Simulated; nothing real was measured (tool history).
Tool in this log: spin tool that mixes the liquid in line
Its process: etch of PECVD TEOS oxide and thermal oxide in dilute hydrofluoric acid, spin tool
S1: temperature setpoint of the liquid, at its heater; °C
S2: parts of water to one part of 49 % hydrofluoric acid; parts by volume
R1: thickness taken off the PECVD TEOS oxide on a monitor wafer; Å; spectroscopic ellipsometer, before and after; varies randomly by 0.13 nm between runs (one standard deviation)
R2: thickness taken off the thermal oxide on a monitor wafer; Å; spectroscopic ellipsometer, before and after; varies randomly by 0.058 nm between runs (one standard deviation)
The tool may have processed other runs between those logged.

Run 1, hour 0.0: S1 25.0 °C, S2 210 parts by volume, time under the liquid (s) 105. Result: R1 86.718 Å, R2 19.410 Å.
Run 2, hour 6.0: S1 28.0 °C, S2 210 parts by volume, time under the liquid (s) 105. Result: R1 96.371 Å, R2 22.183 Å.
Run 3, hour 11.1: S1 29.0 °C, S2 195 parts by volume, time under the liquid (s) 105. Result: R1 109.000 Å, R2 25.002 Å.
Run 4, hour 18.5: S1 29.0 °C, S2 265 parts by volume, time under the liquid (s) 105. Result: R1 73.249 Å, R2 16.626 Å.
Run 5, hour 21.9: S1 29.0 °C, S2 320 parts by volume, time under the liquid (s) 105. Result: R1 58.287 Å, R2 13.373 Å.
Run 6, hour 22.5: S1 30.0 °C, S2 265 parts by volume, time under the liquid (s) 105. Result: R1 77.462 Å, R2 17.305 Å.
Run 7, hour 30.5: S1 30.5 °C, S2 225 parts by volume, time under the liquid (s) 105. Result: R1 95.182 Å, R2 22.040 Å.

What will run 8 give?
Run 8, hour 37.2: S1 31.5 °C, S2 145 parts by volume, time under the liquid (s) 110. Result: R1 ?, R2 ?.

R1: 179.660 Å
R2: 40.994 Å
